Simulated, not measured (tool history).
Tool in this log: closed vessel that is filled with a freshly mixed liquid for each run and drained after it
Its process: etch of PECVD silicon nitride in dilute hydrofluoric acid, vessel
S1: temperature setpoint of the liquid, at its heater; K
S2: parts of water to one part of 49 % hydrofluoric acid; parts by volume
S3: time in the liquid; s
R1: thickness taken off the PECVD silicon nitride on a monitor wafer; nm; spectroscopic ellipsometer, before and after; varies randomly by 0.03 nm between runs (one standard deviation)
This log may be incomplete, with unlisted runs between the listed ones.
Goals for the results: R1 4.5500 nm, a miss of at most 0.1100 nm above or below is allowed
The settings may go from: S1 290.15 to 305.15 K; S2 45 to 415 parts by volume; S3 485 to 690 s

| run | day | S1 | S2 | S3 | R1 |
|---|---|---|---|---|---|
| 1 | 0.000 | 297.15 | 230 | 690 | 5.7573 |
| 2 | 0.321 | 300.65 | 230 | 690 | 7.1816 |
| 3 | 0.546 | 300.65 | 230 | 485 | 5.0619 |
| 4 | 0.938 | 300.65 | 310 | 485 | 3.7166 |
| 5 | 1.338 | 301.65 | 310 | 485 | 3.8926 |
| 6 | 1.550 | 301.65 | 360 | 485 | 3.3698 |
|  | 1.704 | thermometer replaced |
| 7 | 1.704 | 302.15 | 350 | 485 | 3.2785 |
| 8 | 2.104 | 302.65 | 340 | 485 | 3.5583 |
| 9 | 2.467 | 303.15 | 330 | 485 | 3.7614 |
| 10 | 2.708 | 303.65 | 325 | 485 | 3.9097 |

Pick the move, out of 5, that brings all results within their allowed miss; only one does.
| A | 2.950 | 302.15 | 320 | 635 | ? |
| B | 2.950 | 303.65 | 350 | 650 | ? |
| C | 2.950 | 305.15 | 415 | 675 | ? |
| D | 2.950 | 302.15 | 415 | 635 | ? |
| E | 2.950 | 302.65 | 395 | 665 | ? |

| move | R1 |
|---|---|
| A | 4.7111 |
| B | 4.7895 |
| C | 4.5249 |
| D | 3.6096 |
| E | 4.0896 |
A: takes the result that was furthest off past its target
B: takes the result that was furthest off past its target
C: all results in spec
D: its largest miss is bigger than the last run's
E: nearer the targets than the last run, but a result is still out of spec
The move that meets every target is C.

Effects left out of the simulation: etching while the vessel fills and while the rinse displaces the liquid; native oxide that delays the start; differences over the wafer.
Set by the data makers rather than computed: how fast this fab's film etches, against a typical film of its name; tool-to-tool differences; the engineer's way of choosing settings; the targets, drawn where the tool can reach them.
